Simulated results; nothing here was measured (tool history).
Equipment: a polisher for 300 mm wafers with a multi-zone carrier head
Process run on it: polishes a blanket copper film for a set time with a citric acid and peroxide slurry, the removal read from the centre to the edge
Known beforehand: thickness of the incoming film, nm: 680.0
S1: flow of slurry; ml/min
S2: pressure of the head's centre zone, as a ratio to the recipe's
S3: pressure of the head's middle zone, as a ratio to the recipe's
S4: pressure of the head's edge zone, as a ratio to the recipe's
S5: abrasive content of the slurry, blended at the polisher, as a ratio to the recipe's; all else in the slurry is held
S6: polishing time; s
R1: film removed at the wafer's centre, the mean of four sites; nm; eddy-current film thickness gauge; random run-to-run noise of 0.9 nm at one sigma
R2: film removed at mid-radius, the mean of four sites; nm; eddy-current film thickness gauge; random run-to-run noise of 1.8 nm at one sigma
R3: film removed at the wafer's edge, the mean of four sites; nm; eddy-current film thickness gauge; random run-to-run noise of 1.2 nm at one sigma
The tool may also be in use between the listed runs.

run 1 hour=0.0 | S1=180 S2=1.00 S3=1.00 S4=1.00 S5=1.00 S6=71 | R1=93.472 R2=95.435 R3=92.678
run 2 hour=2.2 | S1=180 S2=1.00 S3=1.00 S4=1.00 S5=0.85 S6=71 | R1=90.045 R2=89.716 R3=89.707
run 3 hour=7.1 | S1=180 S2=1.03 S3=1.00 S4=1.00 S5=0.85 S6=71 | R1=91.832 R2=90.022 R3=87.622
run 4 hour=10.6 | S1=185 S2=1.04 S3=0.99 S4=1.01 S5=0.90 S6=72 | R1=96.087 R2=92.746 R3=91.962
run 5 hour=17.3 | S1=190 S2=1.05 S3=0.99 S4=1.02 S5=0.95 S6=72 | R1=98.685 R2=93.310 R3=93.128
run 6 hour=20.9 | S1=195 S2=1.06 S3=0.99 S4=1.03 S5=1.00 S6=73 | R1=102.940 R2=95.848 R3=98.134

Run 7 is up next; what results do you expect?
run 7 hour=23.2 | S1=200 S2=1.07 S3=1.00 S4=1.04 S5=1.05 S6=73 | R1=? R2=? R3=?

R1: 105.480 nm
R2: 99.554 nm
R3: 101.310 nm
